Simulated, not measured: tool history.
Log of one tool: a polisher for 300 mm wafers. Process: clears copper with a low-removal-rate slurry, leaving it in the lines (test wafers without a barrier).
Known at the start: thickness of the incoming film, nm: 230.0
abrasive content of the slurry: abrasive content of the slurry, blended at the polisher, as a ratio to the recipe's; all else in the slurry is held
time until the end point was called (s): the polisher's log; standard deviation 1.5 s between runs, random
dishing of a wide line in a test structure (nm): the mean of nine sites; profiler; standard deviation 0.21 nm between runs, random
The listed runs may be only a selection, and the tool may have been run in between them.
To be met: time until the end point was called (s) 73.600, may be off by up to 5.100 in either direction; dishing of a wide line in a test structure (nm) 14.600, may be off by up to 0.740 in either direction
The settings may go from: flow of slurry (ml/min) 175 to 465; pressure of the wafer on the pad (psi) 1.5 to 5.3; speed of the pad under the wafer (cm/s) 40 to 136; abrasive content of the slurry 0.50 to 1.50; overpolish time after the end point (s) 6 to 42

run    day  flow of slurry (ml/min)  pressure of the wafer on the pad (psi)  speed of the pad under the wafer (cm/s)  abrasive content of the slurry  overpolish time after the end point (s)  time until the end point was called (s)  dishing of a wide line in a test structure (nm)
  1  0.000                      295                                     3.4                                       88                            1.00                                       21                                   98.237                                           29.382
  2  0.062                      295                                     3.4                                       88                            1.00                                       13                                   96.779                                           19.735
  3  0.142                      295                                     4.0                                       88                            1.00                                       13                                   83.351                                           23.054
  4  0.417                      295                                     4.0                                       88                            0.80                                       13                                   87.371                                           22.366
  5  0.554                      295                                     3.7                                       92                            0.95                                       11                                   88.326                                           19.099
  6  0.583                      230                                     3.7                                       92                            0.95                                       11                                   89.333                                           18.984
  7  0.762                      215                                     3.4                                      102                            1.00                                       10                                   85.809                                           17.274
  8  0.929                      205                                     3.3                                      106                            1.00                                        9                                   84.865                                           15.783
  9  1.029                      175                                     3.3                                      124                            0.95                                        6                                   76.767                                           12.052
 10  1.138                      180                                     3.4                                      122                            0.95                                        6                                   73.626                                           12.119
 11  1.492                      180                                     3.5                                      118                            0.95                                        6                                   77.362                                           11.951
     1.817  -- slurry blender recalibrated
 12  1.817                      200                                     3.6                                      116                            0.95                                        6                                   71.285                                           13.403
 13  1.862                      205                                     3.6                                      114                            0.95                                        6                                   71.929                                           12.874
 14  2.167                      205                                     3.6                                      112                            0.95                                        6                                   76.493                                           13.061
 15  2.508                      205                                     3.7                                      110                            0.95                                        6                                   70.209                                           12.976
 16  2.562                      210                                     3.7                                      108                            0.95                                        6                                   72.339                                           12.786
 17  2.750                      215                                     3.7                                      106                            0.95                                        6                                   74.546                                           12.645

Next run, 5 choices. One meets every target within its allowed miss, the rest don't. Which?
  A  2.938                      175                                     3.7                                      108                            0.85                                        6                                        ?                                                ?
  B  2.938                      215                                     3.8                                      102                            1.10                                        7                                        ?                                                ?
  C  2.938                      210                                     3.5                                      100                            0.85                                        6                                        ?                                                ?
  D  2.938                      280                                     3.3                                      116                            0.80                                        6                                        ?                                                ?
  E  2.938                      210                                     3.6                                       96                            0.95                                        8                                        ?                                                ?

move  time until the end point was called (s)  dishing of a wide line in a test structure (nm)
   A                                   78.439                                           12.419
   B                                   73.609                                           15.231
   C                                   86.507                                           11.313
   D                                   77.422                                           12.549
   E                                   85.402                                           15.004
A: further off than the last run
B: hits every target within its allowed miss
C: further off than the last run
D: about as far from the targets as the last run
E: the furthest-off result lands on target, but another misses its tolerance
B meets every target.

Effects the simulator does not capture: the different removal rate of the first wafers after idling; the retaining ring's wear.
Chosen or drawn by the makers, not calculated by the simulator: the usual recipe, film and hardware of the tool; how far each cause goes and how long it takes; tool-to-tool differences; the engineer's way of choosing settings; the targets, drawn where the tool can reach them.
